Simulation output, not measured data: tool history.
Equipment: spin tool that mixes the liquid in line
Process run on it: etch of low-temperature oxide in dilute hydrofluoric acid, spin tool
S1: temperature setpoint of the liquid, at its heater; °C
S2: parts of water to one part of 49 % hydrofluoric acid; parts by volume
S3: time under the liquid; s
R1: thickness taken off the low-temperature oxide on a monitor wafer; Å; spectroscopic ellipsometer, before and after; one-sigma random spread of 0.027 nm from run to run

run	hour	S1	S2	S3	R1
1	0	25	245	15	15.096
2	8.9	26.5	225	15	17.469
3	12.7	27.5	205	15	20.454
4	18.6	29.5	205	15	22.109
5	22.3	29.5	205	15	21.823
6	23.4	29.5	205	15	21.846
7	29.9	30	195	15	23.78
8	34.8	30.5	185	15	25.585
9	41	31	180	15	27.408
10	45.2	31.5	175	15	28.926
11	49.9	32	175	15	29.425
12	53.1	32.5	170	15	31.36

Run 13 has not been measured yet. What should we expect?
13	57.1	33	170	15	?

R1: 31.115 Å
